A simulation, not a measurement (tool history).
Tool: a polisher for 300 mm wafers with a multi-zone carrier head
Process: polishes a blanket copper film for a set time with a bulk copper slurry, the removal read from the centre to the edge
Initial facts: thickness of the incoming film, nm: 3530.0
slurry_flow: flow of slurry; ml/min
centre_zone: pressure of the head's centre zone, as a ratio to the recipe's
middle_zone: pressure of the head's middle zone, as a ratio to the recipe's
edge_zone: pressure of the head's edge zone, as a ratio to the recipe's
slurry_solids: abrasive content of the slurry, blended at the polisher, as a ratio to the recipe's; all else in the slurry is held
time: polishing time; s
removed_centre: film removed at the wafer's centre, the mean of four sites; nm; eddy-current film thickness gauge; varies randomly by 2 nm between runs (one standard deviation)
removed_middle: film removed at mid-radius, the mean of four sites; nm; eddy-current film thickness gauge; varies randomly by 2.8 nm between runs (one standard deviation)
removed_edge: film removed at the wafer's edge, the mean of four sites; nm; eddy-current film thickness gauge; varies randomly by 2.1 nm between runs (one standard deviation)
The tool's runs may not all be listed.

{"run": 1, "day": 0.0, "slurry_flow": 245, "centre_zone": 1.0, "middle_zone": 1.0, "edge_zone": 1.0, "slurry_solids": 1.0, "time": 32, "removed_centre": 210.59, "removed_middle": 222.6, "removed_edge": 220.57}
{"run": 2, "day": 0.104, "slurry_flow": 255, "centre_zone": 0.98, "middle_zone": 1.03, "edge_zone": 1.05, "slurry_solids": 1.15, "time": 32, "removed_centre": 221.33, "removed_middle": 237.41, "removed_edge": 231.94}
{"run": 3, "day": 0.183, "slurry_flow": 255, "centre_zone": 0.98, "middle_zone": 1.09, "edge_zone": 1.05, "slurry_solids": 1.15, "time": 32, "removed_centre": 219.83, "removed_middle": 245.38, "removed_edge": 231.73}
{"run": 4, "day": 0.288, "slurry_flow": 255, "centre_zone": 0.98, "middle_zone": 1.09, "edge_zone": 1.12, "slurry_solids": 1.15, "time": 32, "removed_centre": 219.74, "removed_middle": 243.05, "removed_edge": 235.21}
{"run": 5, "day": 0.546, "slurry_flow": 255, "centre_zone": 0.98, "middle_zone": 1.09, "edge_zone": 1.16, "slurry_solids": 1.15, "time": 32, "removed_centre": 219.84, "removed_middle": 248.26, "removed_edge": 243.33}
{"run": 6, "day": 0.742, "slurry_flow": 255, "centre_zone": 0.98, "middle_zone": 1.14, "edge_zone": 1.16, "slurry_solids": 1.15, "time": 32, "removed_centre": 220.99, "removed_middle": 249.84, "removed_edge": 242.26}

What will run 7 give?
{"run": 7, "day": 1.075, "slurry_flow": 260, "centre_zone": 0.95, "middle_zone": 1.12, "edge_zone": 1.17, "slurry_solids": 1.25, "time": 32, "removed_centre": "?", "removed_middle": "?", "removed_edge": "?"}

removed_centre: 222.35 nm
removed_middle: 253.44 nm
removed_edge: 249.79 nm
